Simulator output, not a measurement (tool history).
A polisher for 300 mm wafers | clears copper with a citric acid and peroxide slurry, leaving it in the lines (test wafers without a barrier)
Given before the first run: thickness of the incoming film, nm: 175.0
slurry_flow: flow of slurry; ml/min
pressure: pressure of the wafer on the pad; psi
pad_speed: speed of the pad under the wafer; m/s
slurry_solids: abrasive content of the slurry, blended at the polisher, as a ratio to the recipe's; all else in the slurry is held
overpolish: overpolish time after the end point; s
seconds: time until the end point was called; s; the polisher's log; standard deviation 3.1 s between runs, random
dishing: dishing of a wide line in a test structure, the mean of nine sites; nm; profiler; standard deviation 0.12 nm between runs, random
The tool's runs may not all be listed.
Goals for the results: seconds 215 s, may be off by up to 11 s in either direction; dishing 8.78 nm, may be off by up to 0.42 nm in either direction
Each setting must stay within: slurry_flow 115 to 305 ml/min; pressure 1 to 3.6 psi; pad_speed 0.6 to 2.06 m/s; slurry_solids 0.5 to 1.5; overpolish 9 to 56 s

Run 1, hour 0: slurry_flow 195 ml/min, pressure 2.3 psi, pad_speed 1.32 m/s, slurry_solids 1, overpolish 29 s. Result: seconds 94.451 s, dishing 37.04 nm.
Run 2, hour 8.8: slurry_flow 195 ml/min, pressure 2.3 psi, pad_speed 1.32 m/s, slurry_solids 1.15, overpolish 29 s. Result: seconds 91.855 s, dishing 37.645 nm.
Run 3, hour 9.8: slurry_flow 195 ml/min, pressure 2.3 psi, pad_speed 1.32 m/s, slurry_solids 1.05, overpolish 29 s. Result: seconds 91.375 s, dishing 37.112 nm.
Run 4, hour 14.4: slurry_flow 150 ml/min, pressure 2.3 psi, pad_speed 1.32 m/s, slurry_solids 1.05, overpolish 29 s. Result: seconds 99.103 s, dishing 36.724 nm.
Run 5, hour 21.4: slurry_flow 150 ml/min, pressure 2.3 psi, pad_speed 1.32 m/s, slurry_solids 0.9, overpolish 29 s. Result: seconds 99.475 s, dishing 36.114 nm.
Run 6, hour 27.9: slurry_flow 175 ml/min, pressure 2.3 psi, pad_speed 1.32 m/s, slurry_solids 0.9, overpolish 29 s. Result: seconds 99.692 s, dishing 36.325 nm.
Run 7, hour 29.4: slurry_flow 120 ml/min, pressure 1.7 psi, pad_speed 0.96 m/s, slurry_solids 0.75, overpolish 15 s. Result: seconds 194.02 s, dishing 10.447 nm.
Run 8, hour 34.5: slurry_flow 125 ml/min, pressure 1.6 psi, pad_speed 0.96 m/s, slurry_solids 0.75, overpolish 15 s. Result: seconds 199.01 s, dishing 10.04 nm.
Run 9, hour 42.4: slurry_flow 125 ml/min, pressure 1.5 psi, pad_speed 0.96 m/s, slurry_solids 0.75, overpolish 15 s. Result: seconds 213.78 s, dishing 9.543 nm.

Next run, 5 choices. One meets every target within its allowed miss, the rest don't. Which?
Run A, hour 50.3: slurry_flow 150 ml/min, pressure 1.3 psi, pad_speed 1.08 m/s, slurry_solids 0.6, overpolish 16 s. Result: seconds ?, dishing ?.
Run B, hour 50.3: slurry_flow 150 ml/min, pressure 1.4 psi, pad_speed 1.02 m/s, slurry_solids 0.7, overpolish 18 s. Result: seconds ?, dishing ?.
Run C, hour 50.3: slurry_flow 120 ml/min, pressure 1.6 psi, pad_speed 0.86 m/s, slurry_solids 0.8, overpolish 17 s. Result: seconds ?, dishing ?.
Run D, hour 50.3: slurry_flow 150 ml/min, pressure 1.3 psi, pad_speed 1.1 m/s, slurry_solids 1.05, overpolish 16 s. Result: seconds ?, dishing ?.
Run E, hour 50.3: slurry_flow 235 ml/min, pressure 1.7 psi, pad_speed 0.72 m/s, slurry_solids 1.3, overpolish 14 s. Result: seconds ?, dishing ?.

move  seconds  dishing
   A   222.63   9.4967
   B   214.93    11.01
   C   224.95   10.011
   D   202.57   10.393
   E   215.67   8.6587
A: nearer than the last run, and not there yet
B: the biggest miss grows against the last run
C: the biggest miss grows against the last run
D: the biggest miss grows against the last run
E: all results land within tolerance of their targets
The right move is E.
